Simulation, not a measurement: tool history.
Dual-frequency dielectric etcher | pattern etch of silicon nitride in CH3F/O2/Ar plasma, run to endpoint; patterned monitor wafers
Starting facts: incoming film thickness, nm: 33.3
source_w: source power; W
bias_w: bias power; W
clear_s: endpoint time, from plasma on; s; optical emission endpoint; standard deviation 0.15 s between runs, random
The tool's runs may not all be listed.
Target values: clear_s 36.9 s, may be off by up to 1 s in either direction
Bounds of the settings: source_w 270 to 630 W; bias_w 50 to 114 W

{"run": 1, "hour": 0.0, "source_w": 450, "bias_w": 82, "clear_s": 41.137}
{"run": 2, "hour": 7.3, "source_w": 470, "bias_w": 84, "clear_s": 39.983}
{"run": 3, "hour": 10.2, "source_w": 490, "bias_w": 85, "clear_s": 38.957}
{"run": 4, "hour": 13.6, "source_w": 490, "bias_w": 78, "clear_s": 40.006}
{"run": 5, "hour": 18.4, "source_w": 500, "bias_w": 79, "clear_s": 39.542}
{"run": 6, "hour": 19.9, "source_w": 510, "bias_w": 80, "clear_s": 38.953}
{"run": 7, "hour": 27.2, "source_w": 520, "bias_w": 81, "clear_s": 38.467}
{"run": 8, "hour": 33.3, "source_w": 530, "bias_w": 81, "clear_s": 38.335}

Which one of the following 4 next-run settings gets every result inside its allowed miss? There is exactly one.
{"run": "A", "hour": 39.4, "source_w": 510, "bias_w": 66, "clear_s": "?"}
{"run": "B", "hour": 39.4, "source_w": 560, "bias_w": 82, "clear_s": "?"}
{"run": "C", "hour": 39.4, "source_w": 510, "bias_w": 79, "clear_s": "?"}
{"run": "D", "hour": 39.4, "source_w": 600, "bias_w": 89, "clear_s": "?"}

move=A clear_s=40.481
move=B clear_s=36.73
move=C clear_s=38.749
move=D clear_s=34.833
A: lands further from the targets than the last run did
B: every result lands within tolerance
C: lands further from the targets than the last run did
D: carries the result that was furthest off beyond its target, to the other side
Correct choice: B, which meets every target

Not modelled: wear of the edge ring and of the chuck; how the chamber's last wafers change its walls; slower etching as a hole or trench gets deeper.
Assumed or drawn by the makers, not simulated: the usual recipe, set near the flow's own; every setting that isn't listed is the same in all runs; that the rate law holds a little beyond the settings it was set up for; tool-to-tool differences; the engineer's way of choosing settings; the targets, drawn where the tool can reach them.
